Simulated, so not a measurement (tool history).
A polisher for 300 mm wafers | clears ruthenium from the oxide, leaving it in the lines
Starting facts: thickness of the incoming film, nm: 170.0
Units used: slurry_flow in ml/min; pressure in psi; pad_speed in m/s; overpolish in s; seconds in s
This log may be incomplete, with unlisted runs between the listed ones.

| run | day | slurry_flow | pressure | pad_speed | overpolish | seconds |
|---|---|---|---|---|---|---|
| 1 | 0.000 | 165 | 2.2 | 1.02 | 26 | 163.25 |
| 2 | 0.075 | 165 | 1.7 | 1.02 | 26 | 208.14 |
| 3 | 0.129 | 185 | 1.7 | 1.02 | 26 | 204.37 |
| 4 | 0.346 | 220 | 1.7 | 1.02 | 26 | 199.33 |
| 5 | 0.696 | 220 | 1.7 | 1.22 | 26 | 168.14 |
| 6 | 1.017 | 220 | 1.6 | 1.16 | 26 | 186.58 |
| 7 | 1.217 | 220 | 1.5 | 1.12 | 26 | 208.41 |

What will run 8 give?
| 8 | 1.388 | 220 | 1.5 | 1.12 | 26 | ? |

Run 8 produced seconds 208.16 s.
